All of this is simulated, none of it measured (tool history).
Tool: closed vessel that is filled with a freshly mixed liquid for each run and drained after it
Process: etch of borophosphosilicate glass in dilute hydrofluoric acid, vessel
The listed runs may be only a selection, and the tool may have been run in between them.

| run | hour | temperature setpoint of the liquid (C) | parts of water to one part of 49 % hydrofluoric acid (parts by volume) | time in the liquid (s) | thickness taken off the borophosphosilicate glass on a monitor wafer (nm) |
|---|---|---|---|---|---|
| 1 | 0 | 22 | 155 | 90 | 19.108 |
| 2 | 4.4 | 22.5 | 155 | 90 | 20.039 |
| 3 | 9 | 23 | 155 | 90 | 20.178 |
| 4 | 13.5 | 23 | 155 | 90 | 20.009 |
| 5 | 17.7 | 23 | 105 | 90 | 31.026 |
| 6 | 26.1 | 23 | 160 | 90 | 19.344 |
| 7 | 32.2 | 23.5 | 160 | 90 | 19.672 |
| 8 | 39.1 | 24 | 160 | 90 | 20.019 |
| 9 | 43.4 | 24 | 160 | 90 | 19.93 |
| 10 | 45.4 | 24 | 160 | 90 | 19.936 |
|  | 46.6 | hydrofluoric acid flow meter replaced |
| 11 | 46.6 | 24.5 | 160 | 90 | 22.374 |
| 12 | 52.8 | 25 | 160 | 90 | 22.75 |

For run 13, what comes out?
| 13 | 54.5 | 25.5 | 160 | 90 | ? |

thickness taken off the borophosphosilicate glass on a monitor wafer (nm): 22.906
